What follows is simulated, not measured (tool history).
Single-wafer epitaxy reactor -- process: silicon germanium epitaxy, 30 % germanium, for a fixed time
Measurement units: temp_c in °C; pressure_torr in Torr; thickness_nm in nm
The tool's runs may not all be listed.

run	hour	temp_c	pressure_torr	thickness_nm
1	0.0	585	25.0	46.256
2	4.9	588	25.1	49.062
3	12.0	588	23.0	47.097
4	13.3	588	25.1	49.037
5	14.7	590	25.1	50.857
6	20.1	592	25.1	52.452
7	24.9	594	25.1	54.454
8	28.8	595	25.1	55.350
9	29.9	596	25.1	56.246

Run 10 comes next. What will it give?
10	36.4	597	25.1	?

{"run 10": {"thickness_nm": 57.39}}
